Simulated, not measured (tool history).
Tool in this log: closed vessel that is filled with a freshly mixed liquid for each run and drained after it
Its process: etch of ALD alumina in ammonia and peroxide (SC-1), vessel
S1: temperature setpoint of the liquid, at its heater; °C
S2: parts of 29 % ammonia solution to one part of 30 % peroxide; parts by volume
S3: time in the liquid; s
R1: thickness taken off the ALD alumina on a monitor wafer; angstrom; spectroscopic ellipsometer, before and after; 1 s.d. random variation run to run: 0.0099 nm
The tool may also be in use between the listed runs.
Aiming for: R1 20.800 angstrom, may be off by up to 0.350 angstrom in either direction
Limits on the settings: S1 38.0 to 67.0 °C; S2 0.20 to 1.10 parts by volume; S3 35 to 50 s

run	hour	S1	S2	S3	R1
1	0.0	51.0	0.60	50	28.286
2	6.9	50.0	0.60	50	26.989
3	15.9	49.0	0.60	50	25.317
4	19.1	48.5	0.60	50	24.720
5	20.8	48.5	0.45	50	23.869
6	25.3	48.0	0.45	50	23.416
7	29.2	47.5	0.45	50	22.626
8	32.1	47.0	0.45	50	22.131
9	41.4	46.5	0.45	50	21.397

Exercise: of the 4 proposed moves below, exactly one satisfies all targets within the stated allowed misses. Which move is it?
A	50.7	53.0	0.60	35	?
B	50.7	48.5	0.65	40	?
C	50.7	45.0	0.75	50	?
D	50.7	48.5	0.70	40	?

move	R1
A	21.936
B	19.750
C	20.555
D	19.890
A: lands further from the targets than the last run did
B: pushes the last run's worst result past its target
C: meets every target
D: pushes the last run's worst result past its target
Go with C: it meets all targets.
